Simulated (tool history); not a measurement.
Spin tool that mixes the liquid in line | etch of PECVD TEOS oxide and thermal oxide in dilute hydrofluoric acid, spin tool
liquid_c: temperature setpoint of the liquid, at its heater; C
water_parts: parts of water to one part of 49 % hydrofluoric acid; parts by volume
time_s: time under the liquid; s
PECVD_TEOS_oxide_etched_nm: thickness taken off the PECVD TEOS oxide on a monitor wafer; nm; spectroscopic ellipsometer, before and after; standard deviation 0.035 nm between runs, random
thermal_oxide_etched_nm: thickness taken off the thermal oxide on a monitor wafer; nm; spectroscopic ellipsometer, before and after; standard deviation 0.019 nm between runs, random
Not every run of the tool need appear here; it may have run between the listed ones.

{"run": 1, "hour": 0.0, "liquid_c": 25.0, "water_parts": 280, "time_s": 180, "PECVD_TEOS_oxide_etched_nm": 8.2879, "thermal_oxide_etched_nm": 2.3966}
{"run": 2, "hour": 3.2, "liquid_c": 27.5, "water_parts": 280, "time_s": 180, "PECVD_TEOS_oxide_etched_nm": 9.1172, "thermal_oxide_etched_nm": 2.5601}
{"run": 3, "hour": 8.5, "liquid_c": 30.0, "water_parts": 280, "time_s": 180, "PECVD_TEOS_oxide_etched_nm": 9.9736, "thermal_oxide_etched_nm": 2.7787}
{"run": 4, "hour": 15.2, "liquid_c": 30.0, "water_parts": 220, "time_s": 180, "PECVD_TEOS_oxide_etched_nm": 13.52, "thermal_oxide_etched_nm": 3.8086}
{"run": 5, "hour": 22.6, "liquid_c": 26.5, "water_parts": 240, "time_s": 180, "PECVD_TEOS_oxide_etched_nm": 10.695, "thermal_oxide_etched_nm": 3.0487}
{"run": 6, "hour": 31.1, "liquid_c": 24.0, "water_parts": 255, "time_s": 180, "PECVD_TEOS_oxide_etched_nm": 9.0644, "thermal_oxide_etched_nm": 2.5566}
{"run": 7, "hour": 38.9, "liquid_c": 21.5, "water_parts": 255, "time_s": 180, "PECVD_TEOS_oxide_etched_nm": 8.2162, "thermal_oxide_etched_nm": 2.3276}
{"run": 8, "hour": 41.9, "liquid_c": 20.0, "water_parts": 255, "time_s": 180, "PECVD_TEOS_oxide_etched_nm": 7.7859, "thermal_oxide_etched_nm": 2.2213}

Run 9 has not been measured yet. What should we expect?
{"hour": 46.6, "done": "thermometer replaced"}
{"run": 9, "hour": 46.6, "liquid_c": 17.0, "water_parts": 265, "time_s": 180, "PECVD_TEOS_oxide_etched_nm": "?", "thermal_oxide_etched_nm": "?"}

Run 9 came out at PECVD_TEOS_oxide_etched_nm 7.1444 nm, thermal_oxide_etched_nm 2.0295 nm.
